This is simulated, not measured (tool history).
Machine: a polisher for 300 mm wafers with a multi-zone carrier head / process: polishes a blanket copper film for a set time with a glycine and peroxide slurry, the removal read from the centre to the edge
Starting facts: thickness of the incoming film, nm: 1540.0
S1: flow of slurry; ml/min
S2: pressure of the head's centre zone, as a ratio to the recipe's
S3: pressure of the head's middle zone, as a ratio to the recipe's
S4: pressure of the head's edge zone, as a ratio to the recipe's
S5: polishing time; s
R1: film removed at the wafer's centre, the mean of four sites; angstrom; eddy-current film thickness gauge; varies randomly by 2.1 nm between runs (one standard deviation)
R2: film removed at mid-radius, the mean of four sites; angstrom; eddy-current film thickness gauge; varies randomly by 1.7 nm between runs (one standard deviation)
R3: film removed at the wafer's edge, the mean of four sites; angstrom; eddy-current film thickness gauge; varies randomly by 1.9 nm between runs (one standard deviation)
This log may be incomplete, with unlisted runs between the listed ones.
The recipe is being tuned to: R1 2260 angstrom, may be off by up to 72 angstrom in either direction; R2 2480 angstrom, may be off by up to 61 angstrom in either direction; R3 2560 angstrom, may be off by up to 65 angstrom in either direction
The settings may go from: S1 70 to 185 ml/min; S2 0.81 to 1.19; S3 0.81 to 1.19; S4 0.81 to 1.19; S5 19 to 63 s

run	day	S1	S2	S3	S4	S5	R1	R2	R3
1	0	120	1	1	1	41	1894	1811.7	1863.4
2	0.121	125	0.99	1.01	1.02	42	1908.4	1891.6	1915.3
3	0.304	125	0.99	1.01	1.06	42	1954.9	1902.2	1952.5
4	0.6	125	0.98	1.01	1.07	43	1962.2	1915.1	1993.8
5	0.854	105	0.98	1.01	1.07	43	1859.2	1861.3	1989.8
6	0.975	105	0.98	1.02	1.08	44	1918	1888.1	2018.5
7	1.017	110	0.97	1.02	1.09	45	1978	1968.3	2104
8	1.192	110	0.97	1.02	1.09	45	1979.2	1975.8	2116.5
9	1.246	115	0.96	1.03	1.1	45	1998.1	2015	2121.2
10	1.508	120	0.95	1.03	1.11	46	2006.3	2062.9	2178.1
11	1.704	120	0.95	1.03	1.12	47	2071.5	2122.3	2236
12	1.858	125	0.94	1.03	1.13	47	2088.3	2156.8	2278.6
13	1.958	130	0.93	1.03	1.14	47	2071.7	2188.3	2266.4
14	2.121	130	0.93	1.03	1.15	47	2084.3	2170.6	2327.3
15	2.142	135	0.93	1.03	1.15	47	2070.7	2184.1	2297.9

Of the 4 settings listed for the next run, only one would bring every result within its allowed miss of target. Which one?
A	2.162	135	0.9	1.04	1.11	53	?	?	?
B	2.162	105	0.93	0.88	1.12	52	?	?	?
C	2.162	105	0.84	0.98	1.19	53	?	?	?
D	2.162	115	1	0.97	1.14	44	?	?	?

move	R1	R2	R3
A	2244	2453.6	2574.6
B	2134.1	1979.7	2447
C	1964.3	2208.1	2570.1
D	1992.1	1855.2	2117.7
A: each result inside its tolerance
B: its largest miss is bigger than the last run's
C: better than the last run, though not everything is in spec
D: its largest miss is bigger than the last run's
A meets every target.
